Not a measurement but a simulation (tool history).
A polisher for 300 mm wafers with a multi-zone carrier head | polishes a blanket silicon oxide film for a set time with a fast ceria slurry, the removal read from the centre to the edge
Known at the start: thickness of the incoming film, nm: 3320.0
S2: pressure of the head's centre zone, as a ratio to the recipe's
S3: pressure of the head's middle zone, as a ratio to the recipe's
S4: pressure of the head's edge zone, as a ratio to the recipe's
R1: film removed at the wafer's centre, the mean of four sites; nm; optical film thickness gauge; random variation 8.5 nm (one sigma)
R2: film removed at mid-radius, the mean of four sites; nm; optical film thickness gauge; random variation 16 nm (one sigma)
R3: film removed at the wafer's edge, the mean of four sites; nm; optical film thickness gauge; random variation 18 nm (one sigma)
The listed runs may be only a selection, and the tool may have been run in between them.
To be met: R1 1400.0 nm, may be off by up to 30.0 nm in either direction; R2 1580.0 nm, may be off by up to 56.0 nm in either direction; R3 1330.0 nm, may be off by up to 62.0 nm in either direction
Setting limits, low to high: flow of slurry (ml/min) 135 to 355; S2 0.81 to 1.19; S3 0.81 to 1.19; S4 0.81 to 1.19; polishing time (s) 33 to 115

run 1 hour=0.0 | flow_of_slurry_(ml/min)=225 S2=1.00 S3=1.00 S4=1.00 polishing_time_(s)=73 | R1=1093.3 R2=1082.5 R3=1093.5
run 2 hour=6.2 | flow_of_slurry_(ml/min)=225 S2=1.00 S3=0.97 S4=1.00 polishing_time_(s)=73 | R1=1086.8 R2=1055.2 R3=1081.5
run 3 hour=7.2 | flow_of_slurry_(ml/min)=225 S2=1.06 S3=0.97 S4=1.00 polishing_time_(s)=73 | R1=1149.3 R2=1050.1 R3=1089.7
run 4 hour=10.6 | flow_of_slurry_(ml/min)=250 S2=1.05 S3=1.04 S4=0.99 polishing_time_(s)=77 | R1=1224.6 R2=1160.8 R3=1113.2
run 5 hour=11.5 | flow_of_slurry_(ml/min)=240 S2=1.02 S3=1.08 S4=0.99 polishing_time_(s)=82 | R1=1259.5 R2=1271.0 R3=1169.3
run 6 hour=14.0 | flow_of_slurry_(ml/min)=240 S2=0.98 S3=1.08 S4=0.99 polishing_time_(s)=82 | R1=1221.4 R2=1277.9 R3=1218.8
run 7 hour=16.0 | flow_of_slurry_(ml/min)=245 S2=0.97 S3=1.12 S4=0.97 polishing_time_(s)=85 | R1=1240.2 R2=1377.5 R3=1250.7
run 8 hour=19.1 | flow_of_slurry_(ml/min)=260 S2=0.98 S3=1.14 S4=0.97 polishing_time_(s)=87 | R1=1284.6 R2=1426.5 R3=1271.6
run 9 hour=23.6 | flow_of_slurry_(ml/min)=260 S2=0.99 S3=1.16 S4=0.96 polishing_time_(s)=89 | R1=1344.1 R2=1487.8 R3=1282.9
run 10 hour=32.1 | flow_of_slurry_(ml/min)=270 S2=0.99 S3=1.17 S4=0.96 polishing_time_(s)=90 | R1=1360.0 R2=1491.0 R3=1327.0

Exercise: of the 4 proposed moves below, exactly one satisfies all targets within the stated allowed misses. Which move is it?
run A hour=40.6 | flow_of_slurry_(ml/min)=285 S2=0.96 S3=1.19 S4=1.01 polishing_time_(s)=90 | R1=? R2=? R3=?
run B hour=40.6 | flow_of_slurry_(ml/min)=280 S2=0.99 S3=1.09 S4=0.97 polishing_time_(s)=87 | R1=? R2=? R3=?
run C hour=40.6 | flow_of_slurry_(ml/min)=300 S2=0.97 S3=1.14 S4=1.01 polishing_time_(s)=89 | R1=? R2=? R3=?
run D hour=40.6 | flow_of_slurry_(ml/min)=210 S2=0.98 S3=1.17 S4=0.85 polishing_time_(s)=96 | R1=? R2=? R3=?

move=A R1=1318.0 R2=1526.7 R3=1352.3
move=B R1=1306.3 R2=1375.7 R3=1282.3
move=C R1=1320.3 R2=1464.9 R3=1341.8
move=D R1=1394.9 R2=1570.3 R3=1308.4
A: the furthest-off result lands on target, but another misses its tolerance
B: misses by more than the last run did
C: misses by more than the last run did
D: in spec on every target
The right move is D.

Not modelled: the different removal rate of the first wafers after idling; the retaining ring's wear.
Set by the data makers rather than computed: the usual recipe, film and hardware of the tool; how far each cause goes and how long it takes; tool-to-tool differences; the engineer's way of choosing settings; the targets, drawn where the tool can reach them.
